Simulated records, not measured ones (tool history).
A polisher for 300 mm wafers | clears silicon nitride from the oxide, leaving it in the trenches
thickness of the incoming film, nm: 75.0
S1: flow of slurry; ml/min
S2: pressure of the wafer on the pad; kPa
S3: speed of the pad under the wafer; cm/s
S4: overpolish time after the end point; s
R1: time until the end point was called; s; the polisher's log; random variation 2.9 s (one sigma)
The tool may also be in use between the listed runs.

run	hour	S1	S2	S3	S4	R1
1	0	195	11.7	112	23	132.56
2	2.9	240	11.7	112	23	134.35
3	5.1	240	11	112	23	137.27
4	6.7	240	10.3	112	23	146.25
5	10	240	10.3	112	23	145.41
6	13.8	200	10.3	112	23	149.86
7	14.7	200	10.3	112	23	151.53

The next listed run, before its measurement:
8	20.2	200	9	110	23	?

Run 8 gave R1 173.43 s.

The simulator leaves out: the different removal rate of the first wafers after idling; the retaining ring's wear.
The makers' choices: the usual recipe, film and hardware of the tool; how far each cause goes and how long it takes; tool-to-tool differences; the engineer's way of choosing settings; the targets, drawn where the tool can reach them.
